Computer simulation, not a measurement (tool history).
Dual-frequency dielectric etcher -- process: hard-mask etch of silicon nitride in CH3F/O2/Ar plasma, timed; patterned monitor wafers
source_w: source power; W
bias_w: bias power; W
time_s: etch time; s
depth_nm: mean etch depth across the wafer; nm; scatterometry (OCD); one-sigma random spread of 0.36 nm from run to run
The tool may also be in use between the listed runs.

| run | day | source_w | bias_w | time_s | depth_nm |
|---|---|---|---|---|---|
| 1 | 0.000 | 320 | 51 | 164.5 | 92.174 |
| 2 | 0.204 | 320 | 51 | 172.0 | 97.689 |
| 3 | 0.238 | 300 | 50 | 172.0 | 93.831 |
| 4 | 0.342 | 260 | 50 | 172.0 | 89.613 |
| 5 | 0.433 | 250 | 50 | 172.0 | 87.710 |
| 6 | 0.638 | 250 | 50 | 172.0 | 88.082 |

The next listed run, before its measurement:
| 7 | 0.738 | 240 | 50 | 172.0 | ? |

For run 7 the tool returned depth_nm 86.514 nm.

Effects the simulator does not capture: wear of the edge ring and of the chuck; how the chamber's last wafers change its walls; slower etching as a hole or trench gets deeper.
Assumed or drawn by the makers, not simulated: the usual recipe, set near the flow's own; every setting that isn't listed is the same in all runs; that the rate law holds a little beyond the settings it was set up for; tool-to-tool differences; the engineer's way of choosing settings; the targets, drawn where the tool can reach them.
